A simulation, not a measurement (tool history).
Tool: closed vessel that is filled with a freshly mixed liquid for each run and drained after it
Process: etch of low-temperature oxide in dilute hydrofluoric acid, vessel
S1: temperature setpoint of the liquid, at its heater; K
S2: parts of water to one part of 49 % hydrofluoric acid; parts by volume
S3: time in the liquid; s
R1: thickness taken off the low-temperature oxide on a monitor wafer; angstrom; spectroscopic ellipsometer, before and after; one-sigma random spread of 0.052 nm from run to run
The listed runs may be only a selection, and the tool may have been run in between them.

{"run": 1, "hour": 0.0, "S1": 296.15, "S2": 165, "S3": 265, "R1": 278.78}
{"run": 2, "hour": 7.1, "S1": 294.65, "S2": 165, "S3": 265, "R1": 265.21}
{"run": 3, "hour": 13.5, "S1": 293.15, "S2": 185, "S3": 265, "R1": 217.29}
{"run": 4, "hour": 19.8, "S1": 292.15, "S2": 195, "S3": 265, "R1": 196.13}
{"run": 5, "hour": 28.9, "S1": 292.15, "S2": 195, "S3": 265, "R1": 196.6}
{"run": 6, "hour": 31.7, "S1": 292.15, "S2": 195, "S3": 265, "R1": 196.16}

Expected results for the next run?
{"run": 7, "hour": 40.8, "S1": 291.65, "S2": 205, "S3": 265, "R1": "?"}

{"run 7": {"R1": 181.2}}
